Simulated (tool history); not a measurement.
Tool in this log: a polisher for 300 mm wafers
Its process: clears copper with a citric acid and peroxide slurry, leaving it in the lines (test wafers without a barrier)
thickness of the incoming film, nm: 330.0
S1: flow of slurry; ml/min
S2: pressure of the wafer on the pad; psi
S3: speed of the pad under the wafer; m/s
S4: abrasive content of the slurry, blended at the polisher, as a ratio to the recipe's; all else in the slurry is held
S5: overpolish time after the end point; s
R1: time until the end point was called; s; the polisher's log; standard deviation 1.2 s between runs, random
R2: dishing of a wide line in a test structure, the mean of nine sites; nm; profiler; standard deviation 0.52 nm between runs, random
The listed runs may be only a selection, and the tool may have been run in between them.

run    day   S1   S2    S3  S4  S5      R1      R2
  1      0  180  3.8  1.22   1  14  111.63  34.649
  2  0.242  135  3.8  1.22   1  14  116.03  33.815
  3    0.6  135  3.3  1.22   1  14  136.57  28.987
  4  0.892  135  3.3  1.22   1   9  138.02  19.083
  5    1.2  140  3.6  1.22   1   9  124.38  21.254
  6  1.367  140  3.6  1.46   1   9  104.93  24.507

Forecast run 7:
  7  1.517  145  3.7  1.46   1   9   ?   ?

For run 7 the tool returned R1 101.19 s, R2 26.029 nm.
